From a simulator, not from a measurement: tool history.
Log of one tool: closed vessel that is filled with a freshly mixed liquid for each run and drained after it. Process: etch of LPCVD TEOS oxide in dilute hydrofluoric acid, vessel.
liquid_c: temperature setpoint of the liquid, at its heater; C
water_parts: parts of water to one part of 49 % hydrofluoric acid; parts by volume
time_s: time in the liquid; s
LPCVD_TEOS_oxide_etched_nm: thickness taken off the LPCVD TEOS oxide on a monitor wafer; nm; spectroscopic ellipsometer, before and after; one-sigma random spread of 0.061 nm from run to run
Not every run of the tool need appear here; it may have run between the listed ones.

run	hour	liquid_c	water_parts	time_s	LPCVD_TEOS_oxide_etched_nm
1	0	21	280	30	2.2527
2	0.9	22.5	280	30	2.3538
3	6	19.5	280	30	2.1071
4	8.2	19.5	280	30	2.1036
5	13.1	22.5	280	30	2.3189
# hour 19.4: thermometer replaced
6	19.4	25.5	280	30	2.8424
7	21.5	26	250	30	3.3366
8	28	26.5	225	30	3.8283
9	36.2	27	205	30	4.4171

Run 10, settings as shown, results not yet in. Your forecast:
10	44	27	205	30	?

LPCVD_TEOS_oxide_etched_nm: 4.4173 nm

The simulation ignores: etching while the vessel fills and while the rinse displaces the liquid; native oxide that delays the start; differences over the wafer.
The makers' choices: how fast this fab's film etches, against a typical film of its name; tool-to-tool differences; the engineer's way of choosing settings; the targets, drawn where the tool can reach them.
